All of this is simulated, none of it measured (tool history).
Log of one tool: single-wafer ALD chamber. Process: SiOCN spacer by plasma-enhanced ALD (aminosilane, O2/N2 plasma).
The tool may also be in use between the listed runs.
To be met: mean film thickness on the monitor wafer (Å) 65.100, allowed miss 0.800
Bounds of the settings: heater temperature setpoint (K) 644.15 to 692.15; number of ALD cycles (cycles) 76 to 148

run	hour	heater temperature setpoint (K)	number of ALD cycles (cycles)	mean film thickness on the monitor wafer (Å)
1	0.0	668.15	112	71.892
2	2.2	664.15	112	71.905
3	5.7	664.15	110	70.299
4	14.7	664.15	98	62.681
5	21.7	672.15	98	62.895
6	30.7	672.15	105	67.295
7	39.9	672.15	104	66.470
8	43.8	672.15	103	65.951

4 next moves are on the table. One of them brings every result within its allowed miss. Which?
A	47.7	655.15	102	?
B	47.7	669.15	104	?
C	47.7	671.15	104	?
D	47.7	676.15	104	?

move	mean film thickness on the monitor wafer (Å)
A	65.359
B	66.641
C	66.641
D	66.641
A: meets every target
B: further off than the last run
C: further off than the last run
D: further off than the last run
Answer: A

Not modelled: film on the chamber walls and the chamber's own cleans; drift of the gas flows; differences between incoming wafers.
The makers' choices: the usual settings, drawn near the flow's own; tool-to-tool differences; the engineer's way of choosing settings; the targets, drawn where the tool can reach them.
